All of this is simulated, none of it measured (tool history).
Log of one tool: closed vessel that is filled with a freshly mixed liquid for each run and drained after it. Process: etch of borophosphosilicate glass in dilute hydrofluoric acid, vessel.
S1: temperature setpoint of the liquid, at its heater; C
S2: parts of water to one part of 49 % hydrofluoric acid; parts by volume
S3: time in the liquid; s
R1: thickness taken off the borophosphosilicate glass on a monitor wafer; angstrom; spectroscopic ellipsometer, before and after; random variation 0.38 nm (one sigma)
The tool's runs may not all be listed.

run	hour	S1	S2	S3	R1
1	0.0	26	55	35	662.39
2	2.4	26	55	30	566.54
3	3.9	26	40	30	798.40
4	7.1	26	40	30	806.39
5	16.0	26	40	30	792.77
6	21.3	25	40	30	772.59
7	28.9	24	40	30	744.20

Run 8 comes next. What will it give?
8	35.3	23	40	30	?

{"run 8": {"R1": 711.19}}

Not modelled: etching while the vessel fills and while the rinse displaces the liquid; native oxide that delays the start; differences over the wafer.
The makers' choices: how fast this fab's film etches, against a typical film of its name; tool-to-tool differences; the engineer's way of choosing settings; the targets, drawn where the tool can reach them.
